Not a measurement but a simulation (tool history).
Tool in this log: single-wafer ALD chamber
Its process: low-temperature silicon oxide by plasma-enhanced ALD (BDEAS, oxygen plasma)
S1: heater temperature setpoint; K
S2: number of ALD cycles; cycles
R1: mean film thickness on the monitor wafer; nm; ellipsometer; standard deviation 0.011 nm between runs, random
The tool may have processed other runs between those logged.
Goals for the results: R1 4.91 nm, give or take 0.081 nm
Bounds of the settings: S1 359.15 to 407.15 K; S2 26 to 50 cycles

run  hour      S1  S2      R1
  1     0  383.15  38   5.478
  2     5  383.15  41  5.8629
  3     7  385.15  39  5.5667
  4  14.4  387.15  38  5.3992
  5  21.7  387.15  42  5.9906
  6  23.2  396.15  42   5.886
  7  24.5  401.15  36  5.0152
  8  32.2  402.15  36  4.9972

Below are 4 possible settings for the next run. Only one of them brings all results inside the allowed miss of their targets. Which is it?
  A  39.9  405.15  37   ?
  B  39.9  402.15  34   ?
  C  39.9  399.15  34   ?
  D  39.9  400.15  35   ?

move      R1
   A   5.126
   B  4.7341
   C  4.7578
   D  4.8896
A: its largest miss is bigger than the last run's
B: moves the result that the last run missed by most past its target, out the other side
C: moves the result that the last run missed by most past its target, out the other side
D: all results in spec
D meets every target.
